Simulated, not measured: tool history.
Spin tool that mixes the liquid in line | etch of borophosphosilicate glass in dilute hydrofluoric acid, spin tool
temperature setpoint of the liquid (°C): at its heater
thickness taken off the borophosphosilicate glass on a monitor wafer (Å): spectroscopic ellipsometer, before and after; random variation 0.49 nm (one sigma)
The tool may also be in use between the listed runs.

| run | hour | temperature setpoint of the liquid (°C) | parts of water to one part of 49 % hydrofluoric acid (parts by volume) | time under the liquid (s) | thickness taken off the borophosphosilicate glass on a monitor wafer (Å) |
|---|---|---|---|---|---|
| 1 | 0.0 | 20.0 | 160 | 260 | 444.19 |
| 2 | 7.0 | 20.0 | 195 | 260 | 347.91 |
| 3 | 7.9 | 20.0 | 250 | 260 | 256.80 |
| 4 | 16.9 | 20.0 | 250 | 260 | 254.01 |
| 5 | 18.8 | 22.0 | 225 | 260 | 315.20 |
| 6 | 19.8 | 23.5 | 205 | 260 | 368.05 |
| 7 | 21.5 | 24.5 | 190 | 260 | 417.83 |

Forecast run 8:
| 8 | 27.3 | 28.0 | 145 | 260 | ? |

Run 8 gave thickness taken off the borophosphosilicate glass on a monitor wafer (Å) 675.62.
